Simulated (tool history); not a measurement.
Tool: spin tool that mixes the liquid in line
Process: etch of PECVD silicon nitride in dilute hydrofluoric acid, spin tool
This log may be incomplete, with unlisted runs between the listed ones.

run,hour,temperature setpoint of the liquid (K),parts of water to one part of 49 % hydrofluoric acid (parts by volume),time under the liquid (s),thickness taken off the PECVD silicon nitride on a monitor wafer (angstrom)
1,0,298.15,300,260,57.632
2,4.9,299.15,295,260,61.684
3,9.2,300.15,290,260,67.206
4,12.3,298.15,290,260,59.557
5,17.2,301.15,290,260,71.88
6,25.8,301.15,240,260,85.32

Run 7 has not been measured yet. What should we expect?
7,31.9,301.65,240,260,?

{"run 7": {"thickness taken off the PECVD silicon nitride on a monitor wafer (angstrom)": 88.699}}
